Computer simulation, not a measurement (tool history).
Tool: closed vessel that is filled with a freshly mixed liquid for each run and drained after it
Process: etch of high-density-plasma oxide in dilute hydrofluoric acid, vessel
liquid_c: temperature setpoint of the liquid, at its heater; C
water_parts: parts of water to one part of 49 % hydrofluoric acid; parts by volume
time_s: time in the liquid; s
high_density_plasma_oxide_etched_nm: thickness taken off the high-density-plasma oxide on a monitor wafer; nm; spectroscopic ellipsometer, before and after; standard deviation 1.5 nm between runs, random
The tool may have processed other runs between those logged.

run  hour  liquid_c  water_parts  time_s  high_density_plasma_oxide_etched_nm
  1     0        25          145    1665                               82.523
  2   6.4        25          145    1775                               88.497
  3  11.3        25          100    1775                               134.79
  4  17.1        25           65    1775                               213.75
  5  20.7        25           35    1775                               417.43
  6  25.2      23.5           40    1775                               339.39
  7  30.3      22.5           45    1775                               290.81
  8  38.9      21.5           45    1775                               280.38
  9  40.1      17.5           55    1775                               189.22

What will run 10 give?
 10  40.9        18           55    1775                                    ?

{"run 10": {"high_density_plasma_oxide_etched_nm": 195.72}}

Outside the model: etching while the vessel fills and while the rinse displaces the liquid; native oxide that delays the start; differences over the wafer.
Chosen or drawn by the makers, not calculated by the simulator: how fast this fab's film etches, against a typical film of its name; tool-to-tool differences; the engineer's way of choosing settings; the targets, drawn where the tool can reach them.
